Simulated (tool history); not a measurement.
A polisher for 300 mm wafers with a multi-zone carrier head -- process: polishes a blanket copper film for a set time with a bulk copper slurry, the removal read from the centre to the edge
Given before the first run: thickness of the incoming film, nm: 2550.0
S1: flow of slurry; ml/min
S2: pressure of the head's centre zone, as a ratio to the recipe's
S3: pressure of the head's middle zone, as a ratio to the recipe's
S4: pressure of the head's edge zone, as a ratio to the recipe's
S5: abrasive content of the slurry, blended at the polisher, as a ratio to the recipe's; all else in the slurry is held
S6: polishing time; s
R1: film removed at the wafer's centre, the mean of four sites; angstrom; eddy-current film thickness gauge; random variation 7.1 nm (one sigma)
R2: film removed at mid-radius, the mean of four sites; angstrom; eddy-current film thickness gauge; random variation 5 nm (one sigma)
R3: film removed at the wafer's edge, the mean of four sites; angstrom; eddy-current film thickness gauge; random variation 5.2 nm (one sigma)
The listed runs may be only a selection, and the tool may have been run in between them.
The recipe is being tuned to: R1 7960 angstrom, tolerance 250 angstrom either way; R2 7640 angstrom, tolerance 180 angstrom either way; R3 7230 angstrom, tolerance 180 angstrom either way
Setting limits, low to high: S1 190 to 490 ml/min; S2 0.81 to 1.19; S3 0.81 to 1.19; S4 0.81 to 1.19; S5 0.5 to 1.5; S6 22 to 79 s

| run | hour | S1 | S2 | S3 | S4 | S5 | S6 | R1 | R2 | R3 |
|---|---|---|---|---|---|---|---|---|---|---|
| 1 | 0 | 315 | 1 | 1 | 1 | 1 | 50 | 6726.1 | 7024.3 | 6688.8 |
| 2 | 2.5 | 315 | 1 | 1 | 1 | 1 | 44 | 5990.8 | 6174.2 | 5921.6 |
| 3 | 6.9 | 315 | 1 | 1 | 1 | 0.8 | 44 | 5685.8 | 6055.7 | 5722.7 |
| 4 | 12.5 | 280 | 1 | 1 | 1 | 0.8 | 44 | 5701.7 | 5928 | 5650 |
| 5 | 19.6 | 295 | 1.03 | 1.03 | 1.04 | 0.95 | 44 | 6024.8 | 6220.8 | 5869.5 |
| 6 | 20.9 | 315 | 1.05 | 1.04 | 1.06 | 1.1 | 45 | 6379.6 | 6676.9 | 6242.8 |
| 7 | 22.5 | 325 | 1.08 | 1.04 | 1.07 | 1.2 | 46 | 6890.4 | 6853.6 | 6530.1 |
| 8 | 25.5 | 340 | 1.1 | 1.05 | 1.09 | 1.25 | 46 | 7015.4 | 7066.3 | 6656.5 |
| 9 | 26.3 | 350 | 1.12 | 1.05 | 1.1 | 1.3 | 46 | 7160.7 | 7132.8 | 6640.4 |
| 10 | 29.2 | 345 | 1.17 | 1.04 | 1.17 | 1.5 | 49 | 8174.4 | 7631.4 | 7540.6 |
| 11 | 35.8 | 345 | 1.17 | 1.04 | 1.16 | 1.5 | 49 | 8304.9 | 7683.1 | 7497.6 |

Consider the 4 candidate settings below. Which is the only one whose results all fall within their allowed miss of target?
| A | 42.4 | 325 | 1.16 | 1.08 | 1.16 | 1.5 | 44 | ? | ? | ? |
| B | 42.4 | 360 | 1.19 | 1.07 | 1.16 | 1.5 | 49 | ? | ? | ? |
| C | 42.4 | 360 | 1.12 | 1.09 | 1.14 | 1.5 | 45 | ? | ? | ? |
| D | 42.4 | 295 | 1.17 | 1.07 | 1.14 | 1.4 | 49 | ? | ? | ? |

| move | R1 | R2 | R3 |
|---|---|---|---|
| A | 7360.3 | 7035.2 | 6620.8 |
| B | 8464.6 | 7830.3 | 7416.9 |
| C | 7346.5 | 7308.4 | 6756 |
| D | 8096.8 | 7623.2 | 7188.5 |
A: carries the result that was furthest off beyond its target, to the other side
B: misses by more than the last run did
C: carries the result that was furthest off beyond its target, to the other side
D: each result inside its tolerance
Answer: D
